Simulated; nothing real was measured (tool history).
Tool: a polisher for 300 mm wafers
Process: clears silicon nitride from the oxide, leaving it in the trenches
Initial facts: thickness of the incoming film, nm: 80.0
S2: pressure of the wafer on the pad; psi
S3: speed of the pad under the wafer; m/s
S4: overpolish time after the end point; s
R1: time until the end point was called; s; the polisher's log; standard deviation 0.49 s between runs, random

Run 1, day 0: flow of slurry (ml/min) 145, S2 3.3 psi, S3 0.96 m/s, S4 6 s. Result: R1 92.599 s.
Run 2, day 0.067: flow of slurry (ml/min) 145, S2 2.4 psi, S3 0.96 m/s, S4 6 s. Result: R1 126.87 s.
Run 3, day 0.229: flow of slurry (ml/min) 145, S2 2.4 psi, S3 1.12 m/s, S4 6 s. Result: R1 112.1 s.
Run 4, day 0.371: flow of slurry (ml/min) 145, S2 2.4 psi, S3 1.02 m/s, S4 6 s. Result: R1 121.35 s.
Run 5, day 0.404: flow of slurry (ml/min) 145, S2 2.9 psi, S3 1.02 m/s, S4 6 s. Result: R1 100.94 s.
At day 0.525: head pressure recalibrated.
Run 6, day 0.525: flow of slurry (ml/min) 150, S2 3.1 psi, S3 1.02 m/s, S4 6 s. Result: R1 86.704 s.
Run 7, day 0.625: flow of slurry (ml/min) 160, S2 3.1 psi, S3 1.02 m/s, S4 6 s. Result: R1 86.049 s.
Run 8, day 0.7: flow of slurry (ml/min) 175, S2 4.1 psi, S3 1.04 m/s, S4 6 s. Result: R1 62.681 s.

The next listed run, before its measurement:
Run 9, day 0.983: flow of slurry (ml/min) 180, S2 4.2 psi, S3 1.04 m/s, S4 6 s. Result: R1 ?.

R1: 61.346 s
